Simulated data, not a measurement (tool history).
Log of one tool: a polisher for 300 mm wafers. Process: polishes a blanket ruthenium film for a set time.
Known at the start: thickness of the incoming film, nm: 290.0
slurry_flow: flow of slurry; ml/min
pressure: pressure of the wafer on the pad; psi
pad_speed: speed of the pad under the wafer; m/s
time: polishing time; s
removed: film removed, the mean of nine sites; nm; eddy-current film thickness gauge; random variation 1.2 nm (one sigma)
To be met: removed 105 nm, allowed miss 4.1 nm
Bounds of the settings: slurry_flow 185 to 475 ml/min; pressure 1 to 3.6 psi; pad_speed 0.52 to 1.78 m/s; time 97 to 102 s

run 1 hour=0 | slurry_flow=305 pressure=2.3 pad_speed=1.14 time=97 | removed=135.44
run 2 hour=3.8 | slurry_flow=305 pressure=2.3 pad_speed=0.94 time=97 | removed=112.73
run 3 hour=10.9 | slurry_flow=335 pressure=2.3 pad_speed=0.94 time=97 | removed=113.45
run 4 hour=12.9 | slurry_flow=400 pressure=2.3 pad_speed=0.94 time=97 | removed=116.41
run 5 hour=17.6 | slurry_flow=400 pressure=2.2 pad_speed=0.94 time=97 | removed=108.89
run 6 hour=21.2 | slurry_flow=400 pressure=2.2 pad_speed=1.04 time=97 | removed=124.34
run 7 hour=25 | slurry_flow=395 pressure=2.1 pad_speed=1.04 time=97 | removed=120.64
run 8 hour=28.4 | slurry_flow=395 pressure=2 pad_speed=1.04 time=97 | removed=114.23
run 9 hour=35.1 | slurry_flow=395 pressure=1.9 pad_speed=1.04 time=97 | removed=111.95

4 next moves are on the table. One of them brings every result within its allowed miss. Which?
run A hour=41.8 | slurry_flow=470 pressure=2.3 pad_speed=0.84 time=97 | removed=?
run B hour=41.8 | slurry_flow=360 pressure=1.3 pad_speed=1.36 time=102 | removed=?
run C hour=41.8 | slurry_flow=345 pressure=1.9 pad_speed=1.1 time=97 | removed=?
run D hour=41.8 | slurry_flow=375 pressure=1.9 pad_speed=1.06 time=100 | removed=?

move=A removed=102.7
move=B removed=111.74
move=C removed=112.92
move=D removed=112.93
A: meets every target
B: as far off as the last run
C: further off than the last run
D: further off than the last run
Move A is the one to make.
